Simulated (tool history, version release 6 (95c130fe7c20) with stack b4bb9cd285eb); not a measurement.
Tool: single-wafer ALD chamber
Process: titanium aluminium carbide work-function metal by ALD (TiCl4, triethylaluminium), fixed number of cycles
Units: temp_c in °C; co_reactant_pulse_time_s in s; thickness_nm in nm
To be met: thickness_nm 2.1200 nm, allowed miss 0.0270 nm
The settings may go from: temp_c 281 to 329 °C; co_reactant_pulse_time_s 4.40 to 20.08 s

| run | hour | temp_c | co_reactant_pulse_time_s | thickness_nm |
|---|---|---|---|---|
| 1 | 0.0 | 305 | 12.24 | 1.9450 |
| 2 | 0.8 | 305 | 9.79 | 1.8932 |
| 3 | 6.8 | 308 | 10.09 | 1.9259 |
| 4 | 12.8 | 308 | 8.47 | 1.8704 |
| 5 | 19.9 | 308 | 6.97 | 1.7626 |
| 6 | 22.1 | 308 | 4.40 | 1.3337 |
| 7 | 29.2 | 320 | 8.32 | 1.9701 |
| 8 | 34.8 | 321 | 8.33 | 1.9662 |
| 9 | 41.8 | 322 | 8.38 | 1.9878 |
| 10 | 44.9 | 322 | 8.38 | 1.9942 |
| 11 | 52.1 | 323 | 8.41 | 1.9979 |
| 12 | 57.2 | 324 | 8.46 | 2.0144 |
| 13 | 61.5 | 325 | 8.51 | 2.0259 |

5 next moves are on the table. One of them brings every result within its allowed miss. Which?
| A | 65.8 | 329 | 12.77 | ? |
| B | 65.8 | 329 | 11.46 | ? |
| C | 65.8 | 327 | 6.91 | ? |
| D | 65.8 | 326 | 10.53 | ? |
| E | 65.8 | 329 | 12.04 | ? |

| move | thickness_nm |
|---|---|
| A | 2.1781 |
| B | 2.1601 |
| C | 1.9155 |
| D | 2.1118 |
| E | 2.1693 |
A: takes the result that was furthest off past its target
B: takes the result that was furthest off past its target
C: further off than the last run
D: meets every target
E: takes the result that was furthest off past its target
The right move is D.

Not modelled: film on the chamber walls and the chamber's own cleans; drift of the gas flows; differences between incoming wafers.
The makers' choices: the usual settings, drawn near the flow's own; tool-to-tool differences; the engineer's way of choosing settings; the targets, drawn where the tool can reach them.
